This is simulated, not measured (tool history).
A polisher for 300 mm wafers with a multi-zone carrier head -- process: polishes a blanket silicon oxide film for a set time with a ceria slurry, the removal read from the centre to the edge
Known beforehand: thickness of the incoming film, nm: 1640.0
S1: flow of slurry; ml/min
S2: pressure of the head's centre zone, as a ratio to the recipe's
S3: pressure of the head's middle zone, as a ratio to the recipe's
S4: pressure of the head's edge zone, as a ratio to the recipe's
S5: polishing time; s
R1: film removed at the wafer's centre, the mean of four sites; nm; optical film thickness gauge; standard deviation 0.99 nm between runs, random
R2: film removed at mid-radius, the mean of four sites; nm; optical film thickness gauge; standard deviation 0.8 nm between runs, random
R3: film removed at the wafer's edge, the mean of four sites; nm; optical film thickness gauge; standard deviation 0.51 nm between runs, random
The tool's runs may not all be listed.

Run 1, hour 0: S1 225 ml/min, S2 1, S3 1, S4 1, S5 31 s. Result: R1 132.47 nm, R2 133.2 nm, R3 135.79 nm.
Run 2, hour 6.4: S1 225 ml/min, S2 1, S3 1.06, S4 1, S5 31 s. Result: R1 132.78 nm, R2 138.23 nm, R3 135.8 nm.
Run 3, hour 13.8: S1 170 ml/min, S2 1, S3 1.06, S4 1, S5 31 s. Result: R1 129.12 nm, R2 130.44 nm, R3 133.46 nm.
Run 4, hour 14.9: S1 170 ml/min, S2 1, S3 1.06, S4 0.94, S5 31 s. Result: R1 128.03 nm, R2 130.86 nm, R3 129.3 nm.
Run 5, hour 18.6: S1 170 ml/min, S2 1, S3 1.06, S4 0.98, S5 31 s. Result: R1 127.05 nm, R2 130.33 nm, R3 129.81 nm.
Run 6, hour 20.2: S1 160 ml/min, S2 0.97, S3 1.03, S4 0.97, S5 27 s. Result: R1 107.86 nm, R2 112.48 nm, R3 113.89 nm.
Run 7, hour 27: S1 155 ml/min, S2 0.95, S3 0.99, S4 0.96, S5 24 s. Result: R1 95.036 nm, R2 97.264 nm, R3 99.672 nm.
Run 8, hour 29.1: S1 150 ml/min, S2 0.92, S3 0.95, S4 0.95, S5 23 s. Result: R1 86.664 nm, R2 91.313 nm, R3 94.712 nm.
Run 9, hour 31.1: S1 145 ml/min, S2 0.91, S3 0.92, S4 0.94, S5 22 s. Result: R1 81.778 nm, R2 85.943 nm, R3 89.83 nm.
Run 10, hour 33.9: S1 140 ml/min, S2 0.9, S3 0.9, S4 0.93, S5 21 s. Result: R1 76.613 nm, R2 81.135 nm, R3 84.88 nm.
Run 11, hour 36.6: S1 140 ml/min, S2 0.9, S3 0.88, S4 0.93, S5 21 s. Result: R1 76.156 nm, R2 78.485 nm, R3 84.944 nm.
Run 12, hour 37.7: S1 140 ml/min, S2 0.9, S3 0.88, S4 0.93, S5 21 s. Result: R1 76.981 nm, R2 81.367 nm, R3 85.652 nm.
Run 13, hour 44.2: S1 135 ml/min, S2 0.86, S3 0.82, S4 0.88, S5 19 s. Result: R1 65.523 nm, R2 71.115 nm, R3 74.093 nm.
Run 14, hour 45.7: S1 145 ml/min, S2 0.87, S3 0.83, S4 0.9, S5 19 s. Result: R1 66.439 nm, R2 70.789 nm, R3 75.35 nm.
Run 15, hour 52.3: S1 145 ml/min, S2 0.88, S3 0.84, S4 0.91, S5 19 s. Result: R1 68.315 nm, R2 72.452 nm, R3 76.32 nm.
Run 16, hour 60: S1 145 ml/min, S2 0.88, S3 0.85, S4 0.92, S5 19 s. Result: R1 67.12 nm, R2 73.179 nm, R3 77.366 nm.

Run 17 has not been measured yet. What should we expect?
Run 17, hour 64: S1 145 ml/min, S2 0.89, S3 0.85, S4 0.93, S5 19 s. Result: R1 ?, R2 ?, R3 ?.

R1: 68.618 nm
R2: 70.633 nm
R3: 77.599 nm
